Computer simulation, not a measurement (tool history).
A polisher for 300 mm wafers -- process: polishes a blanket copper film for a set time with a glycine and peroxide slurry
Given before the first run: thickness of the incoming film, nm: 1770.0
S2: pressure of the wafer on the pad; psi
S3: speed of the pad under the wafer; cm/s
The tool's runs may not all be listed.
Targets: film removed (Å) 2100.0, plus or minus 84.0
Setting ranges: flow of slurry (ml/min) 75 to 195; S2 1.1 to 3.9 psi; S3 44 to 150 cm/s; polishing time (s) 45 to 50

Run 1, hour 0.0: flow of slurry (ml/min) 125, S2 2.5 psi, S3 96 cm/s, polishing time (s) 50. Result: film removed (Å) 2859.6.
Run 2, hour 6.5: flow of slurry (ml/min) 125, S2 2.5 psi, S3 114 cm/s, polishing time (s) 50. Result: film removed (Å) 3336.5.
Run 3, hour 12.8: flow of slurry (ml/min) 125, S2 2.4 psi, S3 114 cm/s, polishing time (s) 50. Result: film removed (Å) 3125.2.
Run 4, hour 17.1: flow of slurry (ml/min) 125, S2 3.0 psi, S3 114 cm/s, polishing time (s) 50. Result: film removed (Å) 3874.5.
Run 5, hour 22.6: flow of slurry (ml/min) 125, S2 3.4 psi, S3 114 cm/s, polishing time (s) 50. Result: film removed (Å) 4260.4.
Run 6, hour 26.9: flow of slurry (ml/min) 125, S2 3.4 psi, S3 104 cm/s, polishing time (s) 50. Result: film removed (Å) 3965.0.
Run 7, hour 30.1: flow of slurry (ml/min) 110, S2 2.7 psi, S3 96 cm/s, polishing time (s) 50. Result: film removed (Å) 2981.6.
Run 8, hour 34.0: flow of slurry (ml/min) 110, S2 2.6 psi, S3 96 cm/s, polishing time (s) 50. Result: film removed (Å) 2946.1.
Run 9, hour 35.5: flow of slurry (ml/min) 110, S2 2.5 psi, S3 96 cm/s, polishing time (s) 50. Result: film removed (Å) 2792.2.

Pick the move, out of 4, that brings all results within their allowed miss; only one does.
Run A, hour 37.0: flow of slurry (ml/min) 95, S2 2.3 psi, S3 72 cm/s, polishing time (s) 47. Result: film removed (Å) ?.
Run B, hour 37.0: flow of slurry (ml/min) 90, S2 2.6 psi, S3 62 cm/s, polishing time (s) 45. Result: film removed (Å) ?.
Run C, hour 37.0: flow of slurry (ml/min) 95, S2 2.7 psi, S3 76 cm/s, polishing time (s) 46. Result: film removed (Å) ?.
Run D, hour 37.0: flow of slurry (ml/min) 115, S2 2.2 psi, S3 84 cm/s, polishing time (s) 45. Result: film removed (Å) ?.

move  film removed (Å)
   A            1992.1
   B            1872.2
   C            2281.9
   D            2146.2
A: takes the result that was furthest off past its target
B: takes the result that was furthest off past its target
C: closes in on the targets versus the last run, not all within tolerance yet
D: in spec on every target
Correct choice: D, which meets every target
